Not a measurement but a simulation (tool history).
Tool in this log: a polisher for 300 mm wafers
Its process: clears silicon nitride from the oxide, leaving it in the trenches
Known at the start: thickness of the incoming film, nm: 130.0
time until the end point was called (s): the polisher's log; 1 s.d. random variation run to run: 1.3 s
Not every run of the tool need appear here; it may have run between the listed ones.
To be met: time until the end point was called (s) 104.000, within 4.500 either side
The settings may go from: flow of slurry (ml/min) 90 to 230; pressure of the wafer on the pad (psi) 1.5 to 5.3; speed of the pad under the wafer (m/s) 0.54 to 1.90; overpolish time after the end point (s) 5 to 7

| run | hour | flow of slurry (ml/min) | pressure of the wafer on the pad (psi) | speed of the pad under the wafer (m/s) | overpolish time after the end point (s) | time until the end point was called (s) |
|---|---|---|---|---|---|---|
| 1 | 0.0 | 150 | 3.4 | 1.22 | 7 | 91.216 |
| 2 | 8.5 | 150 | 3.4 | 1.38 | 7 | 81.030 |
| 3 | 15.3 | 150 | 3.2 | 1.38 | 7 | 84.543 |
| 4 | 17.0 | 150 | 3.9 | 1.38 | 7 | 71.746 |
| 5 | 19.1 | 150 | 3.1 | 1.38 | 7 | 86.629 |
| 6 | 21.4 | 150 | 2.9 | 1.38 | 7 | 91.187 |
|  | 30.3 | head pressure recalibrated |
| 7 | 30.3 | 150 | 2.8 | 1.38 | 7 | 88.995 |
| 8 | 35.6 | 150 | 2.6 | 1.38 | 7 | 94.639 |
| 9 | 43.8 | 150 | 2.5 | 1.38 | 7 | 98.778 |

Pick the move, out of 4, that brings all results within their allowed miss; only one does.
| A | 52.0 | 145 | 2.2 | 1.30 | 5 | ? |
| B | 52.0 | 145 | 2.3 | 1.40 | 5 | ? |
| C | 52.0 | 155 | 2.5 | 1.16 | 5 | ? |
| D | 52.0 | 145 | 2.2 | 1.34 | 7 | ? |

| move | time until the end point was called (s) |
|---|---|
| A | 115.850 |
| B | 103.580 |
| C | 114.120 |
| D | 112.490 |
A: takes the biggest miss from the last run beyond its target
B: each result inside its tolerance
C: takes the biggest miss from the last run beyond its target
D: takes the biggest miss from the last run beyond its target
Answer: B

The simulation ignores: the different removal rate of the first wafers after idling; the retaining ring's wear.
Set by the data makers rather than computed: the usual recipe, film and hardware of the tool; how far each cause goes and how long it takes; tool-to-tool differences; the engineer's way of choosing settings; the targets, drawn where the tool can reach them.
